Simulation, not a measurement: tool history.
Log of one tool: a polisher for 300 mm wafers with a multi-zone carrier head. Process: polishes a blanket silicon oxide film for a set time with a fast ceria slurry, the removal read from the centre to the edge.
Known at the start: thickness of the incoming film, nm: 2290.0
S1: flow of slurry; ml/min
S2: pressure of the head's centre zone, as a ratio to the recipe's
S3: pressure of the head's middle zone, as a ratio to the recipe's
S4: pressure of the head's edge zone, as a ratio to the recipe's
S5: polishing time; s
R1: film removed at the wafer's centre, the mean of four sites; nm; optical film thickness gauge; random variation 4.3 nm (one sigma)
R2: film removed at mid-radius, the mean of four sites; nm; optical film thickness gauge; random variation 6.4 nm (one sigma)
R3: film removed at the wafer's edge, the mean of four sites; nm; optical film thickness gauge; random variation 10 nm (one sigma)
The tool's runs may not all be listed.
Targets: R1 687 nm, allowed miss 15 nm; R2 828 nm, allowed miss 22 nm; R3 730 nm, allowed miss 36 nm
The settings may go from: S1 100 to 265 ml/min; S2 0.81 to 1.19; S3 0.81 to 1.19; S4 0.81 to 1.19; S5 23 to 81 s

Run 1, hour 0: S1 170 ml/min, S2 1, S3 1, S4 1, S5 52 s. Result: R1 719.26 nm, R2 743.1 nm, R3 734.6 nm.
Run 2, hour 7.1: S1 170 ml/min, S2 1, S3 1, S4 1, S5 58 s. Result: R1 809.81 nm, R2 827.28 nm, R3 817.48 nm.
Run 3, hour 9.9: S1 210 ml/min, S2 1, S3 1, S4 1, S5 58 s. Result: R1 849 nm, R2 857.07 nm, R3 867.8 nm.
Run 4, hour 18.7: S1 170 ml/min, S2 1, S3 1, S4 1, S5 58 s. Result: R1 812.48 nm, R2 825.87 nm, R3 809.71 nm.
Run 5, hour 21.7: S1 160 ml/min, S2 0.98, S3 1.01, S4 0.99, S5 58 s. Result: R1 781.48 nm, R2 819.13 nm, R3 800.22 nm.
Run 6, hour 23.5: S1 135 ml/min, S2 0.98, S3 1.01, S4 0.99, S5 58 s. Result: R1 735.69 nm, R2 782.23 nm, R3 774.61 nm.
Run 7, hour 29.1: S1 130 ml/min, S2 0.97, S3 1.03, S4 0.98, S5 58 s. Result: R1 716.78 nm, R2 790.77 nm, R3 780.54 nm.
Run 8, hour 30.8: S1 130 ml/min, S2 0.97, S3 1.05, S4 0.94, S5 58 s. Result: R1 722.93 nm, R2 798.39 nm, R3 745.82 nm.
Run 9, hour 35.5: S1 130 ml/min, S2 0.97, S3 1.05, S4 0.94, S5 58 s. Result: R1 718.11 nm, R2 797.11 nm, R3 740.45 nm.
Run 10, hour 38.2: S1 120 ml/min, S2 0.93, S3 1.11, S4 0.92, S5 58 s. Result: R1 673.87 nm, R2 823.09 nm, R3 723.02 nm.

4 next moves are on the table. One of them brings every result within its allowed miss. Which?
Run A, hour 40.9: S1 135 ml/min, S2 0.91, S3 1.13, S4 0.87, S5 55 s. Result: R1 ?, R2 ?, R3 ?.
Run B, hour 40.9: S1 115 ml/min, S2 0.96, S3 1.13, S4 0.9, S5 59 s. Result: R1 ?, R2 ?, R3 ?.
Run C, hour 40.9: S1 110 ml/min, S2 0.9, S3 1.11, S4 0.9, S5 61 s. Result: R1 ?, R2 ?, R3 ?.
Run D, hour 40.9: S1 115 ml/min, S2 0.94, S3 1.16, S4 0.86, S5 58 s. Result: R1 ?, R2 ?, R3 ?.

move      R1      R2      R3
   A  648.84  828.07  694.52
   B  691.24  842.31  727.39
   C   656.8  843.79  744.06
   D  665.39  847.07  703.63
A: further off than the last run
B: meets every target
C: further off than the last run
D: further off than the last run
The right move is B.

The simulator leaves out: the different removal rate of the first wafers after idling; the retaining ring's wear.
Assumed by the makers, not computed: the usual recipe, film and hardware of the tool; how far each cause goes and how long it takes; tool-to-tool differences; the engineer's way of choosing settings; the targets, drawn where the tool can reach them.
